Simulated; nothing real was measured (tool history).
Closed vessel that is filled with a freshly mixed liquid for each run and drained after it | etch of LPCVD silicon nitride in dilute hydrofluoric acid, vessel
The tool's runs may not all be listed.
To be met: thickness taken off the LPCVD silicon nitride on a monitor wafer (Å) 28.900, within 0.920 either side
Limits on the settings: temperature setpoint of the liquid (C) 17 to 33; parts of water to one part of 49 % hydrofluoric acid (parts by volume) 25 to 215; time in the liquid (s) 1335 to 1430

run,hour,temperature setpoint of the liquid (C),parts of water to one part of 49 % hydrofluoric acid (parts by volume),time in the liquid (s),thickness taken off the LPCVD silicon nitride on a monitor wafer (Å)
1,0.0,25,120,1335,58.132
2,6.2,28,120,1335,70.134
3,13.0,29,120,1335,74.563
4,14.5,29,145,1335,61.772
5,17.9,29,145,1335,61.199
6,26.0,29,145,1335,59.936
7,30.2,28,145,1335,57.308
8,37.0,27,145,1335,53.993
9,40.3,26,145,1335,51.131
10,42.4,25,145,1335,47.556
11,45.0,24,145,1335,45.158
12,53.7,20,155,1335,32.128

Pick the move, out of 4, that brings all results within their allowed miss; only one does.
A,62.4,20,180,1405,?
B,62.4,21,160,1385,?
C,62.4,18,170,1385,?
D,62.4,21,175,1335,?

move,thickness taken off the LPCVD silicon nitride on a monitor wafer (Å)
A,29.358
B,34.677
C,26.762
D,30.623
A: in spec on every target
B: misses by more than the last run did
C: the result that was furthest off in the last run now lies on the other side of its target
D: nearer the targets than the last run, but a result is still out of spec
So the answer is move A, the one that meets all the targets.
